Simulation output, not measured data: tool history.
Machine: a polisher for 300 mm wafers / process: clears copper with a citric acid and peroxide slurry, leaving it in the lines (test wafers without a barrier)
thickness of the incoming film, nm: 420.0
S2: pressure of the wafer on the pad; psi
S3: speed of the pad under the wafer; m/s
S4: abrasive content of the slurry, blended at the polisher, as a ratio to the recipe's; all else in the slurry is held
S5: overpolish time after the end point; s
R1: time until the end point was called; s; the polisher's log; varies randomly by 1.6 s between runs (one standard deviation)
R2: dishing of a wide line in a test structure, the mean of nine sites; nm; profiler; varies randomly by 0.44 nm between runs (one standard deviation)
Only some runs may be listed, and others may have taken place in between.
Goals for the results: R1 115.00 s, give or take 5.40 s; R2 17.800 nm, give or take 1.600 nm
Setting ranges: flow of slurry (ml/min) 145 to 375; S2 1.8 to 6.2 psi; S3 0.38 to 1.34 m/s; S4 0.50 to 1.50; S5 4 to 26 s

run 1 hour=0.0 | flow_of_slurry_(ml/min)=240 S2=4.0 S3=0.86 S4=1.00 S5=13 | R1=161.55 R2=21.580
run 2 hour=4.2 | flow_of_slurry_(ml/min)=290 S2=4.0 S3=0.86 S4=1.00 S5=13 | R1=159.50 R2=23.111
run 3 hour=11.9 | flow_of_slurry_(ml/min)=290 S2=4.4 S3=0.86 S4=1.00 S5=11 | R1=140.73 R2=21.567
run 4 hour=15.9 | flow_of_slurry_(ml/min)=290 S2=4.4 S3=0.68 S4=1.00 S5=11 | R1=165.78 R2=19.082
run 5 hour=24.9 | flow_of_slurry_(ml/min)=290 S2=4.8 S3=0.68 S4=1.00 S5=9 | R1=155.79 R2=16.885
run 6 hour=26.3 | flow_of_slurry_(ml/min)=290 S2=4.8 S3=0.84 S4=1.00 S5=9 | R1=136.80 R2=19.393
run 7 hour=27.3 | flow_of_slurry_(ml/min)=295 S2=5.1 S3=0.84 S4=1.00 S5=8 | R1=127.09 R2=18.531
run 8 hour=30.2 | flow_of_slurry_(ml/min)=295 S2=5.2 S3=0.84 S4=1.00 S5=8 | R1=126.31 R2=18.701
run 9 hour=36.1 | flow_of_slurry_(ml/min)=300 S2=5.3 S3=0.84 S4=1.00 S5=7 | R1=122.01 R2=17.595

Exercise: of the 5 proposed moves below, exactly one satisfies all targets within the stated allowed misses. Which move is it?
run A hour=42.0 | flow_of_slurry_(ml/min)=245 S2=5.5 S3=0.96 S4=0.85 S5=7 | R1=? R2=?
run B hour=42.0 | flow_of_slurry_(ml/min)=275 S2=5.7 S3=0.74 S4=0.95 S5=8 | R1=? R2=?
run C hour=42.0 | flow_of_slurry_(ml/min)=335 S2=5.4 S3=0.78 S4=0.80 S5=10 | R1=? R2=?
run D hour=42.0 | flow_of_slurry_(ml/min)=295 S2=4.5 S3=0.94 S4=1.00 S5=8 | R1=? R2=?
run E hour=42.0 | flow_of_slurry_(ml/min)=290 S2=5.0 S3=0.72 S4=1.30 S5=11 | R1=? R2=?

move=A R1=113.54 R2=17.548
move=B R1=125.98 R2=18.040
move=C R1=132.66 R2=21.049
move=D R1=131.15 R2=17.330
move=E R1=132.52 R2=22.905
A: all results in spec
B: moves away from the targets compared with the last run
C: moves away from the targets compared with the last run
D: moves away from the targets compared with the last run
E: moves away from the targets compared with the last run
So the answer is move A, the one that meets all the targets.
